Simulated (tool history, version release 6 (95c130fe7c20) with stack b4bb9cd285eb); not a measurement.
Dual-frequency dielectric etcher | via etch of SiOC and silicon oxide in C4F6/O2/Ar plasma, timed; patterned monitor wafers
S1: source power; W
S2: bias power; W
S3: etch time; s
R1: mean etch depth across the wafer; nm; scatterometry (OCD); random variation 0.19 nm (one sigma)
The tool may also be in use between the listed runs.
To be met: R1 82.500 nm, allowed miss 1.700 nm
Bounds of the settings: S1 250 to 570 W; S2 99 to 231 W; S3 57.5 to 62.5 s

Run 1, day 0.000: S1 410 W, S2 165 W, S3 62.5 s. Result: R1 69.264 nm.
Run 2, day 0.158: S1 440 W, S2 169 W, S3 62.5 s. Result: R1 72.033 nm.
Run 3, day 0.196: S1 440 W, S2 169 W, S3 57.5 s. Result: R1 66.412 nm.
Run 4, day 0.225: S1 440 W, S2 194 W, S3 57.5 s. Result: R1 69.796 nm.
Run 5, day 0.496: S1 460 W, S2 200 W, S3 58.0 s. Result: R1 72.656 nm.
Run 6, day 0.738: S1 480 W, S2 203 W, S3 58.0 s. Result: R1 74.088 nm.
Run 7, day 0.804: S1 490 W, S2 207 W, S3 58.0 s. Result: R1 75.425 nm.
Run 8, day 0.983: S1 500 W, S2 210 W, S3 58.0 s. Result: R1 76.522 nm.
Run 9, day 1.129: S1 510 W, S2 212 W, S3 58.0 s. Result: R1 77.509 nm.
Run 10, day 1.171: S1 520 W, S2 214 W, S3 58.0 s. Result: R1 78.115 nm.
Run 11, day 1.400: S1 530 W, S2 216 W, S3 58.0 s. Result: R1 78.857 nm.

Which of these 5 next moves meets every target?
Run A, day 1.629: S1 530 W, S2 220 W, S3 62.5 s. Result: R1 ?.
Run B, day 1.629: S1 570 W, S2 216 W, S3 61.5 s. Result: R1 ?.
Run C, day 1.629: S1 500 W, S2 208 W, S3 62.5 s. Result: R1 ?.
Run D, day 1.629: S1 570 W, S2 231 W, S3 60.5 s. Result: R1 ?.
Run E, day 1.629: S1 490 W, S2 222 W, S3 59.0 s. Result: R1 ?.

move      R1
   A  85.472
   B  86.098
   C  81.723
   D  86.804
   E  78.356
A: takes the result that was furthest off past its target
B: takes the result that was furthest off past its target
C: meets every target
D: takes the result that was furthest off past its target
E: further off than the last run
The right move is C.

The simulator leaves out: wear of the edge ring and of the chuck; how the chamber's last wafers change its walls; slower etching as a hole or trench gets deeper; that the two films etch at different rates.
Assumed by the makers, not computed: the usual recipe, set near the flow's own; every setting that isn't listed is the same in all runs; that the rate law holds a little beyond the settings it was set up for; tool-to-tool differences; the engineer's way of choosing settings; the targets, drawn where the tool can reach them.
